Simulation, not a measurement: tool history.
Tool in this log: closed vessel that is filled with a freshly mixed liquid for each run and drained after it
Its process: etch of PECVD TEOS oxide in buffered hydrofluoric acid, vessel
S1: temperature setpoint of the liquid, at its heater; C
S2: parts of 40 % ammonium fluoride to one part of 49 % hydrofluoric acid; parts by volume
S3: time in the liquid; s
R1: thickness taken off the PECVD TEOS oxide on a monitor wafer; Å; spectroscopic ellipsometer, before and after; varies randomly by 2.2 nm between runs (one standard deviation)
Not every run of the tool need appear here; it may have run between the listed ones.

| run | hour | S1 | S2 | S3 | R1 |
|---|---|---|---|---|---|
| 1 | 0.0 | 24.0 | 23.0 | 90 | 1086.80 |
| 2 | 8.0 | 21.0 | 23.0 | 90 | 927.26 |
| 3 | 11.8 | 21.0 | 23.0 | 90 | 922.08 |
| 4 | 16.6 | 21.0 | 26.5 | 90 | 836.42 |
| 5 | 20.5 | 24.5 | 20.5 | 90 | 1205.50 |
| 6 | 24.6 | 24.5 | 20.5 | 95 | 1273.70 |

Run 7 is up next; what results do you expect?
| 7 | 29.3 | 27.0 | 16.5 | 95 | ? |

R1: 1792.10 Å
